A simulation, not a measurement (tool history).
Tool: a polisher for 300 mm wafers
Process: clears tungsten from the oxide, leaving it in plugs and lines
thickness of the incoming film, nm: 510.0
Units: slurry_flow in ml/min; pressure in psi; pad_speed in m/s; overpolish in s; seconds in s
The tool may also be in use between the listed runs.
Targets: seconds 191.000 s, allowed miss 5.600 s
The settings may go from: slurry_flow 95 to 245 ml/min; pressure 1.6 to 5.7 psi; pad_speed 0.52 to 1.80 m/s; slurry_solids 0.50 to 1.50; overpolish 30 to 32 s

Run 1, hour 0.0: slurry_flow 155 ml/min, pressure 3.6 psi, pad_speed 1.16 m/s, slurry_solids 1.00, overpolish 30 s. Result: seconds 105.070 s.
Run 2, hour 8.3: slurry_flow 155 ml/min, pressure 3.6 psi, pad_speed 1.16 m/s, slurry_solids 1.20, overpolish 30 s. Result: seconds 101.050 s.
Run 3, hour 11.3: slurry_flow 155 ml/min, pressure 3.6 psi, pad_speed 1.42 m/s, slurry_solids 1.20, overpolish 30 s. Result: seconds 82.768 s.
Run 4, hour 17.5: slurry_flow 150 ml/min, pressure 3.3 psi, pad_speed 1.38 m/s, slurry_solids 1.20, overpolish 30 s. Result: seconds 92.560 s.
Run 5, hour 21.9: slurry_flow 150 ml/min, pressure 2.9 psi, pad_speed 1.38 m/s, slurry_solids 1.20, overpolish 30 s. Result: seconds 105.130 s.
Run 6, hour 27.2: slurry_flow 145 ml/min, pressure 2.7 psi, pad_speed 1.34 m/s, slurry_solids 1.20, overpolish 30 s. Result: seconds 116.320 s.
Run 7, hour 29.3: slurry_flow 140 ml/min, pressure 2.5 psi, pad_speed 1.32 m/s, slurry_solids 1.20, overpolish 30 s. Result: seconds 127.540 s.
Run 8, hour 30.3: slurry_flow 115 ml/min, pressure 1.6 psi, pad_speed 1.18 m/s, slurry_solids 1.20, overpolish 30 s. Result: seconds 221.690 s.
Run 9, hour 36.9: slurry_flow 120 ml/min, pressure 1.6 psi, pad_speed 1.18 m/s, slurry_solids 1.20, overpolish 30 s. Result: seconds 221.060 s.
At hour 39.1: slurry blender recalibrated.
Run 10, hour 39.1: slurry_flow 120 ml/min, pressure 1.6 psi, pad_speed 1.18 m/s, slurry_solids 1.20, overpolish 30 s. Result: seconds 204.700 s.
Run 11, hour 43.4: slurry_flow 125 ml/min, pressure 1.6 psi, pad_speed 1.18 m/s, slurry_solids 1.20, overpolish 30 s. Result: seconds 204.950 s.
Run 12, hour 46.3: slurry_flow 135 ml/min, pressure 1.6 psi, pad_speed 1.18 m/s, slurry_solids 1.20, overpolish 30 s. Result: seconds 203.020 s.
Run 13, hour 54.9: slurry_flow 140 ml/min, pressure 1.6 psi, pad_speed 1.18 m/s, slurry_solids 1.20, overpolish 30 s. Result: seconds 202.190 s.
Run 14, hour 55.5: slurry_flow 145 ml/min, pressure 1.6 psi, pad_speed 1.18 m/s, slurry_solids 1.20, overpolish 30 s. Result: seconds 203.590 s.
Run 15, hour 64.4: slurry_flow 150 ml/min, pressure 1.6 psi, pad_speed 1.18 m/s, slurry_solids 1.20, overpolish 30 s. Result: seconds 199.860 s.
Run 16, hour 72.9: slurry_flow 150 ml/min, pressure 1.6 psi, pad_speed 1.18 m/s, slurry_solids 1.20, overpolish 30 s. Result: seconds 199.060 s.
Run 17, hour 80.5: slurry_flow 160 ml/min, pressure 1.6 psi, pad_speed 1.18 m/s, slurry_solids 1.20, overpolish 30 s. Result: seconds 196.070 s.
Run 18, hour 89.2: slurry_flow 165 ml/min, pressure 1.6 psi, pad_speed 1.18 m/s, slurry_solids 1.20, overpolish 30 s. Result: seconds 199.990 s.
Run 19, hour 93.1: slurry_flow 165 ml/min, pressure 1.6 psi, pad_speed 1.18 m/s, slurry_solids 1.20, overpolish 30 s. Result: seconds 197.030 s.
Run 20, hour 94.0: slurry_flow 170 ml/min, pressure 1.6 psi, pad_speed 1.18 m/s, slurry_solids 1.20, overpolish 30 s. Result: seconds 199.180 s.

Which of these 4 next moves meets every target?
Run A, hour 94.9: slurry_flow 175 ml/min, pressure 1.8 psi, pad_speed 1.12 m/s, slurry_solids 1.15, overpolish 30 s. Result: seconds ?.
Run B, hour 94.9: slurry_flow 185 ml/min, pressure 2.3 psi, pad_speed 0.78 m/s, slurry_solids 1.40, overpolish 32 s. Result: seconds ?.
Run C, hour 94.9: slurry_flow 185 ml/min, pressure 2.0 psi, pad_speed 0.90 m/s, slurry_solids 1.25, overpolish 30 s. Result: seconds ?.
Run D, hour 94.9: slurry_flow 160 ml/min, pressure 1.6 psi, pad_speed 1.10 m/s, slurry_solids 1.25, overpolish 32 s. Result: seconds ?.

move  seconds
   A  187.160
   B  200.900
   C  204.700
   D  211.080
A: meets every target
B: further off than the last run
C: further off than the last run
D: further off than the last run
Move A is the one to make.
